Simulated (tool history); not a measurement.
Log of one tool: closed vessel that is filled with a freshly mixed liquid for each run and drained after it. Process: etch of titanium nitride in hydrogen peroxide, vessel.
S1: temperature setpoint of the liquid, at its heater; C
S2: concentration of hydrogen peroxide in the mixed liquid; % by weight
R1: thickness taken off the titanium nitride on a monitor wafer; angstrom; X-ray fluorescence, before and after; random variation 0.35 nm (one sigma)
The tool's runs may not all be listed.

run 1 hour=0.0 | S1=43.0 S2=16.5 time_in_the_liquid_(s)=3180 | R1=658.35
run 2 hour=6.0 | S1=43.0 S2=16.5 time_in_the_liquid_(s)=3180 | R1=658.28
run 3 hour=7.9 | S1=42.0 S2=16.5 time_in_the_liquid_(s)=3180 | R1=601.86
run 4 hour=9.4 | S1=42.0 S2=16.5 time_in_the_liquid_(s)=3390 | R1=655.49
run 5 hour=12.5 | S1=41.0 S2=16.5 time_in_the_liquid_(s)=3390 | R1=605.57
run 6 hour=19.7 | S1=40.5 S2=16.5 time_in_the_liquid_(s)=3390 | R1=578.26
run 7 hour=27.8 | S1=40.0 S2=16.5 time_in_the_liquid_(s)=3390 | R1=555.40
run 8 hour=37.5 | S1=39.5 S2=16.5 time_in_the_liquid_(s)=3390 | R1=541.43
run 9 hour=40.7 | S1=39.0 S2=16.5 time_in_the_liquid_(s)=3390 | R1=520.99

Forecast run 10:
run 10 hour=42.4 | S1=38.5 S2=16.5 time_in_the_liquid_(s)=3390 | R1=?

R1: 505.01 angstrom

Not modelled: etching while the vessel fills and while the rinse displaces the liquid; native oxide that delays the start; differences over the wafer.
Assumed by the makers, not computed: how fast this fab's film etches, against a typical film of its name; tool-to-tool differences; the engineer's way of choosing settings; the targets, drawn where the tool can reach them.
